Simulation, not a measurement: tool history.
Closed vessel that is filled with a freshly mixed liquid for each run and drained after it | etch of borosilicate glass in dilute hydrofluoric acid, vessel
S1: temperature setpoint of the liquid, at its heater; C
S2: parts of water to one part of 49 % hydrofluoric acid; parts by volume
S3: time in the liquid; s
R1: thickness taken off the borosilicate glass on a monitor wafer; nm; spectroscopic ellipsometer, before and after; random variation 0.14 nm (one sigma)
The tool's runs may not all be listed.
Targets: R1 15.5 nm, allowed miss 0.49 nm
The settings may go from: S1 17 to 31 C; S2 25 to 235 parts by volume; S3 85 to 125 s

Run 1, day 0: S1 23 C, S2 130 parts by volume, S3 125 s. Result: R1 18.685 nm.
Run 2, day 0.279: S1 23 C, S2 130 parts by volume, S3 125 s. Result: R1 19.059 nm.
Run 3, day 0.375: S1 22 C, S2 130 parts by volume, S3 125 s. Result: R1 18.134 nm.
Run 4, day 0.542: S1 20.5 C, S2 130 parts by volume, S3 125 s. Result: R1 17.118 nm.
Run 5, day 0.879: S1 20 C, S2 130 parts by volume, S3 125 s. Result: R1 16.642 nm.
Run 6, day 1.038: S1 20 C, S2 150 parts by volume, S3 125 s. Result: R1 14.533 nm.
Run 7, day 1.167: S1 20.5 C, S2 150 parts by volume, S3 125 s. Result: R1 14.483 nm.
Run 8, day 1.404: S1 21 C, S2 150 parts by volume, S3 125 s. Result: R1 14.785 nm.

5 next moves are on the table. One of them brings every result within its allowed miss. Which?
Run A, day 1.642: S1 21 C, S2 135 parts by volume, S3 125 s. Result: R1 ?.
Run B, day 1.642: S1 20.5 C, S2 150 parts by volume, S3 125 s. Result: R1 ?.
Run C, day 1.642: S1 17 C, S2 125 parts by volume, S3 125 s. Result: R1 ?.
Run D, day 1.642: S1 20 C, S2 150 parts by volume, S3 120 s. Result: R1 ?.
Run E, day 1.642: S1 23.5 C, S2 105 parts by volume, S3 85 s. Result: R1 ?.

move      R1
   A  17.138
   B  14.881
   C  15.895
   D  14.005
   E  17.125
A: takes the result that was furthest off past its target
B: nearer than the last run, and not there yet
C: meets every target
D: further off than the last run
E: takes the result that was furthest off past its target
Answer: C
